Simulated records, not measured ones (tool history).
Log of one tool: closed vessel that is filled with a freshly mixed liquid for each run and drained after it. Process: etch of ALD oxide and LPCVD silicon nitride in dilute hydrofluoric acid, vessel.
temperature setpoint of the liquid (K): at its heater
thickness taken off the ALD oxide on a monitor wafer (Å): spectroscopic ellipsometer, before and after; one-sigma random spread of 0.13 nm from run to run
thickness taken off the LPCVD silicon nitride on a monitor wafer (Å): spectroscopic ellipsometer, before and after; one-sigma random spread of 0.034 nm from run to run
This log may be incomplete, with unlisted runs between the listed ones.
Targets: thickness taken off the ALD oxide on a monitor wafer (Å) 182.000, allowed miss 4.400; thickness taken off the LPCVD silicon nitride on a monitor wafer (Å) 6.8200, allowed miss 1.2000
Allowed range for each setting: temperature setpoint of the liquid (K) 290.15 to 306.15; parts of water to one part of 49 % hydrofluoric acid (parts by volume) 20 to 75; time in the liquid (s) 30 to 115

run	hour	temperature setpoint of the liquid (K)	parts of water to one part of 49 % hydrofluoric acid (parts by volume)	time in the liquid (s)	thickness taken off the ALD oxide on a monitor wafer (Å)	thickness taken off the LPCVD silicon nitride on a monitor wafer (Å)
1	0.0	298.15	45	60	209.440	6.8174
2	1.4	298.15	55	60	168.300	5.3786
3	5.5	298.15	55	40	111.670	3.9415
4	12.4	299.65	55	40	118.030	4.0876
5	21.3	299.65	50	40	133.730	4.4434
6	29.0	299.65	50	30	99.396	3.3455
7	33.5	301.15	45	30	119.200	3.8694
8	36.5	302.15	40	30	138.160	5.1282
9	38.7	302.15	40	30	140.380	5.2920
10	45.9	302.65	40	30	143.060	5.5890
11	52.7	303.15	35	30	169.070	6.5852
12	56.4	303.65	35	30	169.580	6.2193
13	57.4	304.15	35	30	172.590	6.4840

Pick the move, out of 5, that brings all results within their allowed miss; only one does.
A	58.4	299.65	55	55	?	?
B	58.4	300.15	60	60	?	?
C	58.4	296.65	60	70	?	?
D	58.4	302.65	45	40	?	?
E	58.4	302.15	55	55	?	?

move	thickness taken off the ALD oxide on a monitor wafer (Å)	thickness taken off the LPCVD silicon nitride on a monitor wafer (Å)
A	164.070	5.7984
B	166.210	5.9996
C	168.340	5.5464
D	166.790	6.2544
E	181.220	6.8285
A: lands further from the targets than the last run did
B: lands further from the targets than the last run did
C: lands further from the targets than the last run did
D: lands further from the targets than the last run did
E: each result inside its tolerance
Correct choice: E, which meets every target

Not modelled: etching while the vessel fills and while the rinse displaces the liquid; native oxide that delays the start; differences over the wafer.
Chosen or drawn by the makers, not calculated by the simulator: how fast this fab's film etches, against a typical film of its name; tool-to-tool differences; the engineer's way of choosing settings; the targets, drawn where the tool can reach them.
